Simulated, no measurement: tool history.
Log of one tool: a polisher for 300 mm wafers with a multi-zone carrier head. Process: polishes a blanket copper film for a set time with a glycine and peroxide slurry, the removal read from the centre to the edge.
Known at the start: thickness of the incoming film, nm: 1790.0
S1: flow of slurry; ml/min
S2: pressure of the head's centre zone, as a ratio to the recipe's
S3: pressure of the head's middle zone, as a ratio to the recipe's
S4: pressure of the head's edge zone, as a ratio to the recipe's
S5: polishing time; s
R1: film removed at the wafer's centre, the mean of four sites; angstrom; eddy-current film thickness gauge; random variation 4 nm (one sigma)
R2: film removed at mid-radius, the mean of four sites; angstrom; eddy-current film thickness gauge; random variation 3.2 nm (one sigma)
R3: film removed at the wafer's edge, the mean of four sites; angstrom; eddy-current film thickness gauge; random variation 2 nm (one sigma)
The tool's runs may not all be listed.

run 1 hour=0.0 | S1=190 S2=1.00 S3=1.00 S4=1.00 S5=48 | R1=2769.4 R2=2760.3 R3=2822.5
run 2 hour=8.0 | S1=190 S2=1.00 S3=1.00 S4=0.93 S5=48 | R1=2808.1 R2=2753.6 R3=2742.5
run 3 hour=12.0 | S1=195 S2=1.01 S3=1.00 S4=0.95 S5=48 | R1=2782.0 R2=2781.8 R3=2777.3
run 4 hour=15.5 | S1=200 S2=1.02 S3=1.00 S4=0.97 S5=48 | R1=2869.0 R2=2764.9 R3=2816.7
run 5 hour=17.1 | S1=170 S2=1.02 S3=1.00 S4=0.97 S5=48 | R1=2756.4 R2=2655.0 R3=2745.3
run 6 hour=25.7 | S1=180 S2=1.02 S3=1.00 S4=0.98 S5=48 | R1=2769.4 R2=2771.9 R3=2781.0
run 7 hour=34.5 | S1=180 S2=1.02 S3=1.00 S4=0.98 S5=48 | R1=2797.8 R2=2712.5 R3=2804.9
run 8 hour=39.1 | S1=180 S2=1.02 S3=1.00 S4=0.98 S5=48 | R1=2800.8 R2=2730.0 R3=2809.5
run 9 hour=43.1 | S1=180 S2=1.02 S3=1.00 S4=0.98 S5=48 | R1=2808.4 R2=2692.5 R3=2792.4
run 10 hour=46.0 | S1=190 S2=1.02 S3=1.00 S4=0.99 S5=48 | R1=2894.8 R2=2765.5 R3=2843.2
run 11 hour=50.3 | S1=195 S2=1.02 S3=1.00 S4=1.00 S5=48 | R1=2873.1 R2=2751.7 R3=2869.3

The next listed run, before its measurement:
run 12 hour=58.6 | S1=200 S2=1.02 S3=1.00 S4=1.01 S5=48 | R1=? R2=? R3=?

Run 12 gave R1 2910.6 angstrom, R2 2787.9 angstrom, R3 2837.8 angstrom.
